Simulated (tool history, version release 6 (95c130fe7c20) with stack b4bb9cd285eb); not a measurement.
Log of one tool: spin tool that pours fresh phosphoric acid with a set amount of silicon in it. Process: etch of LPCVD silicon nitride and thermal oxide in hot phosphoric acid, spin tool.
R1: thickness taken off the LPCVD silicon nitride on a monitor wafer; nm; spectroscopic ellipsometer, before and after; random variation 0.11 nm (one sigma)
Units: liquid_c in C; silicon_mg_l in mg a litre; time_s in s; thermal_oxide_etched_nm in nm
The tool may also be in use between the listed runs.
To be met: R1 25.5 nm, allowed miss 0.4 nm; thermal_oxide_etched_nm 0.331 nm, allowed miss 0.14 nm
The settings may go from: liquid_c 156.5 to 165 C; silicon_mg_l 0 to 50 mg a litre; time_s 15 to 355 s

run 1 day=0 | liquid_c=160 silicon_mg_l=30 time_s=180 | R1=15.737 thermal_oxide_etched_nm=0.20693
run 2 day=0.075 | liquid_c=161 silicon_mg_l=30 time_s=180 | R1=16.287 thermal_oxide_etched_nm=0.29969
run 3 day=0.175 | liquid_c=161 silicon_mg_l=20.5 time_s=180 | R1=16.342 thermal_oxide_etched_nm=0.33269
run 4 day=0.258 | liquid_c=163 silicon_mg_l=20.5 time_s=180 | R1=17.415 thermal_oxide_etched_nm=0.41614
run 5 day=0.371 | liquid_c=163 silicon_mg_l=20.5 time_s=230 | R1=22.193 thermal_oxide_etched_nm=0.46209
run 6 day=0.504 | liquid_c=163.5 silicon_mg_l=24 time_s=235 | R1=23.149 thermal_oxide_etched_nm=0.45412
run 7 day=0.779 | liquid_c=164 silicon_mg_l=27 time_s=240 | R1=24.079 thermal_oxide_etched_nm=0.47495
run 8 day=0.95 | liquid_c=164 silicon_mg_l=30.5 time_s=240 | R1=24.103 thermal_oxide_etched_nm=0.36793
run 9 day=1.104 | liquid_c=164 silicon_mg_l=31.5 time_s=240 | R1=24.204 thermal_oxide_etched_nm=0.44789

Which of these 4 next moves meets every target?
run A day=1.258 | liquid_c=162.5 silicon_mg_l=37 time_s=270 | R1=? thermal_oxide_etched_nm=?
run B day=1.258 | liquid_c=164 silicon_mg_l=4 time_s=225 | R1=? thermal_oxide_etched_nm=?
run C day=1.258 | liquid_c=163.5 silicon_mg_l=38.5 time_s=235 | R1=? thermal_oxide_etched_nm=?
run D day=1.258 | liquid_c=164.5 silicon_mg_l=22.5 time_s=230 | R1=? thermal_oxide_etched_nm=?

move=A R1=25.519 thermal_oxide_etched_nm=0.36763
move=B R1=22.347 thermal_oxide_etched_nm=0.96845
move=C R1=22.959 thermal_oxide_etched_nm=0.31555
move=D R1=23.223 thermal_oxide_etched_nm=0.65421
A: meets every target
B: further off than the last run
C: further off than the last run
D: further off than the last run
Answer: A
